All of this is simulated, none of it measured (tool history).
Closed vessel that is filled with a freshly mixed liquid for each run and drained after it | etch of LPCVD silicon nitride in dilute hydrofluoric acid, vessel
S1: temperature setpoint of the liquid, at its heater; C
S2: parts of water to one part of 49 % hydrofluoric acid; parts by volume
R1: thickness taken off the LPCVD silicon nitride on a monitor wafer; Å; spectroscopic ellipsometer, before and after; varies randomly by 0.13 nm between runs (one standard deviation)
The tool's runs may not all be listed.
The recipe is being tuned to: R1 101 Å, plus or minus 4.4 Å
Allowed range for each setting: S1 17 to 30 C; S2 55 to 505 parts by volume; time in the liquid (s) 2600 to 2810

Run 1, hour 0: S1 22 C, S2 280 parts by volume, time in the liquid (s) 2600. Result: R1 31.361 Å.
Run 2, hour 6.9: S1 22 C, S2 340 parts by volume, time in the liquid (s) 2600. Result: R1 26.369 Å.
Run 3, hour 12: S1 18.5 C, S2 340 parts by volume, time in the liquid (s) 2600. Result: R1 21.738 Å.
Run 4, hour 20.6: S1 17 C, S2 340 parts by volume, time in the liquid (s) 2600. Result: R1 19.079 Å.
Run 5, hour 25.2: S1 19 C, S2 290 parts by volume, time in the liquid (s) 2610. Result: R1 25.014 Å.
Run 6, hour 31: S1 19 C, S2 290 parts by volume, time in the liquid (s) 2600. Result: R1 25.588 Å.
Run 7, hour 33.3: S1 21 C, S2 245 parts by volume, time in the liquid (s) 2610. Result: R1 34.65 Å.
Run 8, hour 40: S1 22.5 C, S2 215 parts by volume, time in the liquid (s) 2615. Result: R1 42.63 Å.
Run 9, hour 42.9: S1 24 C, S2 195 parts by volume, time in the liquid (s) 2620. Result: R1 50.74 Å.
Run 10, hour 47.3: S1 25 C, S2 180 parts by volume, time in the liquid (s) 2625. Result: R1 58.781 Å.
Run 11, hour 56.9: S1 26 C, S2 170 parts by volume, time in the liquid (s) 2625. Result: R1 67.763 Å.
Run 12, hour 59.3: S1 26.5 C, S2 165 parts by volume, time in the liquid (s) 2625. Result: R1 71.629 Å.
Run 13, hour 67.9: S1 30 C, S2 120 parts by volume, time in the liquid (s) 2635. Result: R1 122.94 Å.
Run 14, hour 70.9: S1 29.5 C, S2 120 parts by volume, time in the liquid (s) 2635. Result: R1 116.83 Å.
Run 15, hour 76.8: S1 29 C, S2 120 parts by volume, time in the liquid (s) 2635. Result: R1 115.05 Å.
Run 16, hour 79.9: S1 28 C, S2 120 parts by volume, time in the liquid (s) 2635. Result: R1 109.69 Å.
Run 17, hour 89.3: S1 27.5 C, S2 120 parts by volume, time in the liquid (s) 2635. Result: R1 105.61 Å.

Consider the 4 candidate settings below. Which is the only one whose results all fall within their allowed miss of target?
Run A, hour 98.7: S1 27 C, S2 110 parts by volume, time in the liquid (s) 2700. Result: R1 ?.
Run B, hour 98.7: S1 30 C, S2 140 parts by volume, time in the liquid (s) 2810. Result: R1 ?.
Run C, hour 98.7: S1 28 C, S2 145 parts by volume, time in the liquid (s) 2600. Result: R1 ?.
Run D, hour 98.7: S1 27 C, S2 130 parts by volume, time in the liquid (s) 2810. Result: R1 ?.

move      R1
   A  116.42
   B  114.79
   C  90.565
   D  102.54
A: lands further from the targets than the last run did
B: lands further from the targets than the last run did
C: takes the biggest miss from the last run beyond its target
D: hits every target within its allowed miss
So the answer is move D, the one that meets all the targets.
